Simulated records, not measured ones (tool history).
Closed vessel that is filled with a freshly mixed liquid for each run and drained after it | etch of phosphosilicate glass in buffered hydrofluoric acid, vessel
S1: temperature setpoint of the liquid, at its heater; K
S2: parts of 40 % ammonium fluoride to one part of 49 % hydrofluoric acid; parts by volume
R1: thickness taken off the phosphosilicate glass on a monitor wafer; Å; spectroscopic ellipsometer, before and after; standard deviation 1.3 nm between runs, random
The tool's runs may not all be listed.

run 1 day=0.000 | S1=295.15 S2=13.0 time_in_the_liquid_(s)=35 | R1=1822.3
run 2 day=0.200 | S1=295.15 S2=11.0 time_in_the_liquid_(s)=35 | R1=2148.9
run 3 day=0.429 | S1=295.15 S2=7.5 time_in_the_liquid_(s)=35 | R1=3034.2
run 4 day=0.683 | S1=295.15 S2=7.5 time_in_the_liquid_(s)=35 | R1=3018.4
run 5 day=0.958 | S1=294.15 S2=7.5 time_in_the_liquid_(s)=35 | R1=2900.2
run 6 day=1.321 | S1=293.15 S2=7.5 time_in_the_liquid_(s)=35 | R1=2745.8

Run 7 has not been measured yet. What should we expect?
run 7 day=1.479 | S1=292.65 S2=7.5 time_in_the_liquid_(s)=35 | R1=?

{"run 7": {"R1": 2670.0}}
